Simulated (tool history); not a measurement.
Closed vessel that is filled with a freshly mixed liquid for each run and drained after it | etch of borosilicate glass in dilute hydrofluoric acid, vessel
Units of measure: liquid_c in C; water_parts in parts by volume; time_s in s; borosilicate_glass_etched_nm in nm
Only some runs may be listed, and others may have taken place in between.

| run | hour | liquid_c | water_parts | time_s | borosilicate_glass_etched_nm |
|---|---|---|---|---|---|
| 1 | 0 | 21 | 160 | 305 | 83.831 |
| 2 | 8.5 | 21 | 135 | 305 | 100.96 |
| 3 | 14.2 | 21 | 135 | 325 | 108.49 |
| 4 | 19.3 | 22 | 135 | 325 | 113.02 |
| 5 | 24.7 | 23 | 135 | 325 | 117.11 |
| 6 | 25.8 | 23.5 | 135 | 325 | 119.34 |
| 7 | 32.9 | 24 | 135 | 325 | 121.94 |

Estimate the outcome of run 8 from the log above:
| 8 | 38 | 24.5 | 135 | 325 | ? |

borosilicate_glass_etched_nm: 124.53 nm

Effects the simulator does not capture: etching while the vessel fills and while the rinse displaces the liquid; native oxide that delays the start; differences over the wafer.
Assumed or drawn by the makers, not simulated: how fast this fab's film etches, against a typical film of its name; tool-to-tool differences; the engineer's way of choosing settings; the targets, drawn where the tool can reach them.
